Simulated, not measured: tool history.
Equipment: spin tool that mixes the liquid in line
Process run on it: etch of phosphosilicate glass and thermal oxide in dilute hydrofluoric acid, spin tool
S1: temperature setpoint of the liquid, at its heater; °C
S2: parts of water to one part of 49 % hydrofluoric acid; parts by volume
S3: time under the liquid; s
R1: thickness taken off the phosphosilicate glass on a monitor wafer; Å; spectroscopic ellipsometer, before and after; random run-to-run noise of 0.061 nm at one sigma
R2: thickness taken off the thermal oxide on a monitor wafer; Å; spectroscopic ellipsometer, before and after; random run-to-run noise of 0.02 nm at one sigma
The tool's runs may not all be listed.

run,hour,S1,S2,S3,R1,R2
1,0.0,22.0,275,90,266.74,12.1490
2,3.9,21.0,290,90,239.70,11.3820
3,8.8,21.0,390,90,164.37,7.6506
4,11.2,20.5,390,90,161.35,7.0258
5,12.4,20.5,390,120,214.59,9.9232
6,13.9,20.5,305,120,296.12,13.9820
7,15.9,20.0,330,120,262.86,12.0940
8,18.4,19.5,350,120,239.30,10.5510
9,19.4,19.5,370,120,222.79,10.2750

Estimate the outcome of run 10 from the log above:
10,22.9,17.0,450,120,?,?

R1: 156.90 Å
R2: 7.2993 Å
